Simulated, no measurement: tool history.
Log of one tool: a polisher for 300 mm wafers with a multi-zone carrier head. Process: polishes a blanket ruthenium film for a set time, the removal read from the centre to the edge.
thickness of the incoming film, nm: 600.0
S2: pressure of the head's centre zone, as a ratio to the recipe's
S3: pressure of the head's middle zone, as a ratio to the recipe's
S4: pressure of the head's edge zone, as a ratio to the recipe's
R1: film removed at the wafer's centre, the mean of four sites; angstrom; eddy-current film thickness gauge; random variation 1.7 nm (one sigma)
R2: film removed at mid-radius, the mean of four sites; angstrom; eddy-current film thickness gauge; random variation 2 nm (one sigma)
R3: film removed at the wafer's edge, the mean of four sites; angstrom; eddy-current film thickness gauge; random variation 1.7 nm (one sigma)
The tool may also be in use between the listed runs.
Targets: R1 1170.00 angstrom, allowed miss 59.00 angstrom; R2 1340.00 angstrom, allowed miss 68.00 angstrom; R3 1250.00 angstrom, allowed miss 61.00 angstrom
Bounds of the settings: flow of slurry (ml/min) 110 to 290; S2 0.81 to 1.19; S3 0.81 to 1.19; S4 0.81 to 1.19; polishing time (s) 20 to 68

run 1 day=0.000 | flow_of_slurry_(ml/min)=185 S2=1.00 S3=1.00 S4=1.00 polishing_time_(s)=44 | R1=957.55 R2=920.37 R3=960.62
run 2 day=0.046 | flow_of_slurry_(ml/min)=185 S2=1.00 S3=0.92 S4=1.00 polishing_time_(s)=44 | R1=961.44 R2=879.51 R3=940.86
run 3 day=0.117 | flow_of_slurry_(ml/min)=195 S2=0.98 S3=0.98 S4=0.99 polishing_time_(s)=47 | R1=1003.10 R2=999.51 R3=1002.40
run 4 day=0.358 | flow_of_slurry_(ml/min)=195 S2=0.98 S3=1.04 S4=0.99 polishing_time_(s)=47 | R1=1002.00 R2=1047.70 R3=995.64
run 5 day=0.392 | flow_of_slurry_(ml/min)=195 S2=0.93 S3=1.04 S4=0.99 polishing_time_(s)=47 | R1=966.42 R2=1058.60 R3=1024.10
run 6 day=0.429 | flow_of_slurry_(ml/min)=200 S2=0.93 S3=1.06 S4=1.01 polishing_time_(s)=49 | R1=1014.80 R2=1094.10 R3=1068.10
run 7 day=0.671 | flow_of_slurry_(ml/min)=200 S2=0.92 S3=1.08 S4=1.01 polishing_time_(s)=51 | R1=1024.60 R2=1156.40 R3=1109.50
run 8 day=1.021 | flow_of_slurry_(ml/min)=205 S2=0.92 S3=1.09 S4=1.01 polishing_time_(s)=52 | R1=1037.90 R2=1217.10 R3=1179.70
run 9 day=1.075 | flow_of_slurry_(ml/min)=210 S2=0.94 S3=1.10 S4=1.00 polishing_time_(s)=52 | R1=1078.00 R2=1253.90 R3=1135.00
run 10 day=1.375 | flow_of_slurry_(ml/min)=215 S2=0.94 S3=1.10 S4=1.01 polishing_time_(s)=53 | R1=1088.20 R2=1216.90 R3=1169.20

5 next moves are on the table. One of them brings every result within its allowed miss. Which?
run A day=1.675 | flow_of_slurry_(ml/min)=235 S2=1.01 S3=0.90 S4=1.19 polishing_time_(s)=59 | R1=? R2=? R3=?
run B day=1.675 | flow_of_slurry_(ml/min)=190 S2=0.94 S3=1.10 S4=0.99 polishing_time_(s)=57 | R1=? R2=? R3=?
run C day=1.675 | flow_of_slurry_(ml/min)=165 S2=1.02 S3=1.12 S4=0.89 polishing_time_(s)=60 | R1=? R2=? R3=?
run D day=1.675 | flow_of_slurry_(ml/min)=235 S2=1.04 S3=0.94 S4=1.19 polishing_time_(s)=57 | R1=? R2=? R3=?
run E day=1.675 | flow_of_slurry_(ml/min)=160 S2=1.01 S3=0.99 S4=1.14 polishing_time_(s)=55 | R1=? R2=? R3=?

move=A R1=1294.70 R2=1191.00 R3=1447.30
move=B R1=1135.90 R2=1333.00 R3=1250.00
move=C R1=1274.90 R2=1401.50 R3=1236.60
move=D R1=1288.60 R2=1192.90 R3=1397.50
move=E R1=1151.30 R2=1152.00 R3=1276.80
A: further off than the last run
B: meets every target
C: brings the result that was furthest off to its target, and leaves another outside
D: further off than the last run
E: further off than the last run
Answer: B

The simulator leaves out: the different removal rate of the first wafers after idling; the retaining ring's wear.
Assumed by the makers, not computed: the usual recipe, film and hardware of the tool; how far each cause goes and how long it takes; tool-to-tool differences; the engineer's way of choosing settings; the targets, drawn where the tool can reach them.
